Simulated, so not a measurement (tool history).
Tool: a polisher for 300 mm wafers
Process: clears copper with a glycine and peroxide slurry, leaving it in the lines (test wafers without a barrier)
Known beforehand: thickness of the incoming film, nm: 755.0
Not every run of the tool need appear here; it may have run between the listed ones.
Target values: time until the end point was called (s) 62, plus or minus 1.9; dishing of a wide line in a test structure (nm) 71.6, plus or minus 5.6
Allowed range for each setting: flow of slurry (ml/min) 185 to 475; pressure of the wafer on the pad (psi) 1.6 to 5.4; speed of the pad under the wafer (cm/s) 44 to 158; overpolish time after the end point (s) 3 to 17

run	hour	flow of slurry (ml/min)	pressure of the wafer on the pad (psi)	speed of the pad under the wafer (cm/s)	overpolish time after the end point (s)	time until the end point was called (s)	dishing of a wide line in a test structure (nm)
1	0	305	3.5	100	9	119.07	36.163
2	7.3	305	3.5	100	7	120.52	29.181
3	12.6	305	3.8	104	8	107.16	34.796
4	19.9	305	3.4	104	8	117.72	32.504
5	22.4	305	3.7	106	8	108.44	34.79
6	29.7	305	4	108	8	99.815	37.402
7	35.3	305	4.2	110	8	93.046	40.488
8	40.4	305	4.4	112	8	88.693	42.234

Exercise: of the 5 proposed moves below, exactly one satisfies all targets within the stated allowed misses. Which move is it?
A	45.5	315	4.4	76	6	?	?
B	45.5	300	5.1	156	7	?	?
C	45.5	305	4.7	152	9	?	?
D	45.5	390	5.1	120	15	?	?
E	45.5	330	5.2	138	12	?	?

move	time until the end point was called (s)	dishing of a wide line in a test structure (nm)
A	123.77	24.313
B	57.24	51.652
C	63.155	57.477
D	71.394	74.355
E	62.475	70.263
A: its largest miss is bigger than the last run's
B: carries the result that was furthest off beyond its target, to the other side
C: corrects the largest miss of the last run, while another result sits out of spec
D: an improvement on the last run, though not all results are within tolerance
E: all results in spec
Move E is the one to make.
